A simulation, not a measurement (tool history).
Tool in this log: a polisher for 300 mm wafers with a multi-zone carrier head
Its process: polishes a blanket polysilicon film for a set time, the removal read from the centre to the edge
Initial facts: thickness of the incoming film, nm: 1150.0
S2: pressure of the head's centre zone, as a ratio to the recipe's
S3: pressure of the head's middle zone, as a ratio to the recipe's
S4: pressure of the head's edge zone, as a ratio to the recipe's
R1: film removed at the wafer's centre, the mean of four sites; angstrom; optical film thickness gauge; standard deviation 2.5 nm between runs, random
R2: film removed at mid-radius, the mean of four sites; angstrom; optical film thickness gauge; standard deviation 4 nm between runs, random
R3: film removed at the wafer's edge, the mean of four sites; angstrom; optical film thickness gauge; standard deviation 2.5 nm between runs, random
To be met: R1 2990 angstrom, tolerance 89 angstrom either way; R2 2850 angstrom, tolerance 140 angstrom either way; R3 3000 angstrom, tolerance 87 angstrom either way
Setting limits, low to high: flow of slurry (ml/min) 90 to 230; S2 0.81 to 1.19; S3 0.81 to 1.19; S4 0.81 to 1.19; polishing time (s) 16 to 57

Run 1, hour 0: flow of slurry (ml/min) 150, S2 1, S3 1, S4 1, polishing time (s) 36. Result: R1 1900.2 angstrom, R2 1910.3 angstrom, R3 1961 angstrom.
Run 2, hour 8.6: flow of slurry (ml/min) 150, S2 1, S3 0.95, S4 1, polishing time (s) 36. Result: R1 1879.9 angstrom, R2 1798 angstrom, R3 1949.4 angstrom.
Run 3, hour 12.5: flow of slurry (ml/min) 150, S2 1, S3 0.95, S4 1.05, polishing time (s) 36. Result: R1 1900.7 angstrom, R2 1773.9 angstrom, R3 1976.9 angstrom.
Run 4, hour 20.1: flow of slurry (ml/min) 160, S2 1.01, S3 0.98, S4 1.07, polishing time (s) 40. Result: R1 2156 angstrom, R2 2018.7 angstrom, R3 2227.1 angstrom.
Run 5, hour 28.3: flow of slurry (ml/min) 165, S2 1.02, S3 1.01, S4 1.08, polishing time (s) 43. Result: R1 2374.6 angstrom, R2 2278.5 angstrom, R3 2427.6 angstrom.
Run 6, hour 32: flow of slurry (ml/min) 170, S2 1.03, S3 1.02, S4 1.1, polishing time (s) 45. Result: R1 2487.1 angstrom, R2 2486.7 angstrom, R3 2537.6 angstrom.
Run 7, hour 37: flow of slurry (ml/min) 175, S2 1.04, S3 1.01, S4 1.11, polishing time (s) 47. Result: R1 2673.2 angstrom, R2 2510 angstrom, R3 2747.2 angstrom.
Run 8, hour 42.1: flow of slurry (ml/min) 185, S2 1.05, S3 1.02, S4 1.12, polishing time (s) 48. Result: R1 2753.2 angstrom, R2 2549.5 angstrom, R3 2823 angstrom.
Run 9, hour 44.8: flow of slurry (ml/min) 185, S2 1.06, S3 1.04, S4 1.13, polishing time (s) 49. Result: R1 2849.1 angstrom, R2 2733.6 angstrom, R3 2845.1 angstrom.

Which of these 5 next moves meets every target?
Run A, hour 47.5: flow of slurry (ml/min) 170, S2 1.05, S3 1.02, S4 1.09, polishing time (s) 53. Result: R1 ?, R2 ?, R3 ?.
Run B, hour 47.5: flow of slurry (ml/min) 170, S2 1.14, S3 1.01, S4 0.97, polishing time (s) 48. Result: R1 ?, R2 ?, R3 ?.
Run C, hour 47.5: flow of slurry (ml/min) 180, S2 1.13, S3 1.14, S4 1.08, polishing time (s) 47. Result: R1 ?, R2 ?, R3 ?.
Run D, hour 47.5: flow of slurry (ml/min) 205, S2 1.17, S3 0.97, S4 1.18, polishing time (s) 47. Result: R1 ?, R2 ?, R3 ?.
Run E, hour 47.5: flow of slurry (ml/min) 180, S2 1.01, S3 1.08, S4 1.15, polishing time (s) 47. Result: R1 ?, R2 ?, R3 ?.

move      R1      R2      R3
   A    3030  2870.7  3044.4
   B  2980.9  2577.5  2618.2
   C  2928.6  2826.6  2704.1
   D  3100.3  2514.3  2868.3
   E  2614.4    2700  2786.3
A: hits every target within its allowed miss
B: the biggest miss grows against the last run
C: the biggest miss grows against the last run
D: the biggest miss grows against the last run
E: the biggest miss grows against the last run
Answer: A
